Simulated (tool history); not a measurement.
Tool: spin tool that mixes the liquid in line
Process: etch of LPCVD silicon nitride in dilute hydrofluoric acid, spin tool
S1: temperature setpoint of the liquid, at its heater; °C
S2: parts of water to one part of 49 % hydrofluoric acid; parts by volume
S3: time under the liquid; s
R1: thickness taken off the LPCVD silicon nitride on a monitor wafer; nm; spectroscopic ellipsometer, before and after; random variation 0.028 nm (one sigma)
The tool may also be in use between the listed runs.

run	hour	S1	S2	S3	R1
1	0.0	24.0	60	45	0.42558
2	7.9	22.5	60	45	0.39634
3	15.4	22.5	40	45	0.55752
4	23.1	25.0	40	45	0.66863
5	31.6	25.0	40	45	0.67574
6	33.8	26.0	40	45	0.73497

The next listed run, before its measurement:
7	38.6	26.5	40	45	?

{"run 7": {"R1": 0.77333}}

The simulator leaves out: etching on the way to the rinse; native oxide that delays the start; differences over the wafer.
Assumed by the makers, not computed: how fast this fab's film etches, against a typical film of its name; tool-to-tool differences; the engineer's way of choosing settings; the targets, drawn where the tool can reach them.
